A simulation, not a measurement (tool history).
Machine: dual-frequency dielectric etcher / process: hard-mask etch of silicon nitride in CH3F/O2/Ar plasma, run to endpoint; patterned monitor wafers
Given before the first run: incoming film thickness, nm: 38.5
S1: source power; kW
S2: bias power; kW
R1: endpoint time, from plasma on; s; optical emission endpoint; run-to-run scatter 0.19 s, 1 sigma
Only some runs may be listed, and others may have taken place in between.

Run 1, hour 0.0: S1 0.530 kW, S2 0.090 kW. Result: R1 46.966 s.
Run 2, hour 0.7: S1 0.530 kW, S2 0.101 kW. Result: R1 45.740 s.
Run 3, hour 9.1: S1 0.490 kW, S2 0.101 kW. Result: R1 47.514 s.
Run 4, hour 11.3: S1 0.570 kW, S2 0.101 kW. Result: R1 43.551 s.
Run 5, hour 12.7: S1 0.530 kW, S2 0.100 kW. Result: R1 45.660 s.
Run 6, hour 18.1: S1 0.500 kW, S2 0.099 kW. Result: R1 47.146 s.
Run 7, hour 21.5: S1 0.480 kW, S2 0.099 kW. Result: R1 48.243 s.

Expected results for the next run?
Run 8, hour 24.0: S1 0.470 kW, S2 0.099 kW. Result: R1 ?.

{"run 8": {"R1": 48.918}}
